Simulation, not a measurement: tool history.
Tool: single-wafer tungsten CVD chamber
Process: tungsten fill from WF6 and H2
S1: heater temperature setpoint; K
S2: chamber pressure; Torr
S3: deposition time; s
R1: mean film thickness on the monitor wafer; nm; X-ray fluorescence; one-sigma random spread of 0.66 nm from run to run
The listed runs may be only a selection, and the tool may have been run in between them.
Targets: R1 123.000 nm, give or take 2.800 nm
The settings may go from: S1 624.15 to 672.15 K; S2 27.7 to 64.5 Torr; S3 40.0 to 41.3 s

run	hour	S1	S2	S3	R1
1	0.0	648.15	46.1	40.0	84.685
2	2.6	654.15	46.4	40.0	97.553
3	9.7	662.15	46.4	40.0	115.660
4	13.6	663.15	46.4	40.0	117.330
5	21.3	668.15	46.4	40.0	132.350
6	26.0	672.15	46.4	40.0	141.710
7	26.6	670.15	46.3	40.0	137.700
8	30.2	663.15	45.9	40.0	118.240

Consider the 4 candidate settings below. Which is the only one whose results all fall within their allowed miss of target?
A	33.8	661.15	46.3	40.2	?
B	33.8	659.15	49.8	41.0	?
C	33.8	662.15	52.3	41.3	?
D	33.8	660.15	46.5	40.0	?

move	R1
A	114.560
B	114.030
C	124.500
D	111.600
A: further off than the last run
B: further off than the last run
C: every result lands within tolerance
D: further off than the last run
C meets every target.
